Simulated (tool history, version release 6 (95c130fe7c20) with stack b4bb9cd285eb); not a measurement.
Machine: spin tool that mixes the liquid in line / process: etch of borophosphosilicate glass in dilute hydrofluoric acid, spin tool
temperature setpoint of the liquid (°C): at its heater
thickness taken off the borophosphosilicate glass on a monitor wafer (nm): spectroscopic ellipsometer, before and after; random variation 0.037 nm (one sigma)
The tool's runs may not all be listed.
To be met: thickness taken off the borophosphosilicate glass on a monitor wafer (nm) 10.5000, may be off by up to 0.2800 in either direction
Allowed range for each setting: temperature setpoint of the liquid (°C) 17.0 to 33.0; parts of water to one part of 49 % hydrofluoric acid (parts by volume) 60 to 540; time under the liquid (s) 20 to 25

run  hour  temperature setpoint of the liquid (°C)  parts of water to one part of 49 % hydrofluoric acid (parts by volume)  time under the liquid (s)  thickness taken off the borophosphosilicate glass on a monitor wafer (nm)
  1   0.0                                     25.0                                                                     300                         25                                                                     3.0833
  2   3.7                                     26.5                                                                     260                         25                                                                     3.9150
  3  11.1                                     26.5                                                                     260                         20                                                                     3.1441
  4  18.5                                     27.5                                                                     225                         20                                                                     3.8834
  5  24.5                                     27.5                                                                     315                         20                                                                     2.5145
  6  29.8                                     26.0                                                                     315                         20                                                                     2.3987
  7  31.9                                     27.0                                                                     270                         20                                                                     3.0140
  8  38.6                                     28.0                                                                     230                         20                                                                     3.8469
  9  45.0                                     28.5                                                                     200                         20                                                                     4.6263
 10  46.0                                     29.0                                                                     175                         20                                                                     5.5659
 11  51.3                                     29.5                                                                     160                         20                                                                     6.3543
 12  52.6                                     30.0                                                                     150                         20                                                                     6.9843
 13  61.0                                     33.0                                                                      75                         20                                                                    17.3020
 14  63.9                                     32.5                                                                      75                         20                                                                    17.0380
 15  71.6                                     32.5                                                                      75                         20                                                                    16.9970
 16  77.3                                     32.0                                                                      75                         20                                                                    16.7130
 17  85.0                                     31.0                                                                      75                         20                                                                    16.1690
 18  86.7                                     29.0                                                                      75                         20                                                                    14.8780
 19  87.3                                     27.5                                                                      75                         20                                                                    14.1120

5 candidate next runs follow, results not yet known. Just one meets every target within its allowed miss. Identify it.
  A  87.9                                     32.0                                                                     125                         20                                                                          ?
  B  87.9                                     27.0                                                                      65                         25                                                                          ?
  C  87.9                                     30.0                                                                      75                         20                                                                          ?
  D  87.9                                     28.0                                                                     120                         25                                                                          ?
  E  87.9                                     28.0                                                                      90                         20                                                                          ?

move  thickness taken off the borophosphosilicate glass on a monitor wafer (nm)
   A                                                                     9.3125
   B                                                                    20.1620
   C                                                                    15.4910
   D                                                                    10.5390
   E                                                                    11.7020
A: takes the result that was furthest off past its target
B: further off than the last run
C: further off than the last run
D: every result within its allowed miss
E: closer than the last run, but not yet in spec
So the answer is move D, the one that meets all the targets.
